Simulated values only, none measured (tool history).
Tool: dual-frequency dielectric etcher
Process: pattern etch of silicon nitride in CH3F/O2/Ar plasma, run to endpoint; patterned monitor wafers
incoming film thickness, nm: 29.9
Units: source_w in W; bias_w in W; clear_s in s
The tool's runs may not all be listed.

run  hour  source_w  bias_w  clear_s
  1   0.0       290      90   48.544
  2   4.7       320      90   45.925
  3  10.9       320      97   44.898
  4  16.3       290      95   47.300
  5  22.6       260      93   51.632
  6  28.4       250      93   53.338
     31.4  -- bias power generator calibrated
  7  31.4       250      93   51.638

The next listed run, before its measurement:
  8  38.2       240      92        ?

Run 8 gave clear_s 53.577 s.

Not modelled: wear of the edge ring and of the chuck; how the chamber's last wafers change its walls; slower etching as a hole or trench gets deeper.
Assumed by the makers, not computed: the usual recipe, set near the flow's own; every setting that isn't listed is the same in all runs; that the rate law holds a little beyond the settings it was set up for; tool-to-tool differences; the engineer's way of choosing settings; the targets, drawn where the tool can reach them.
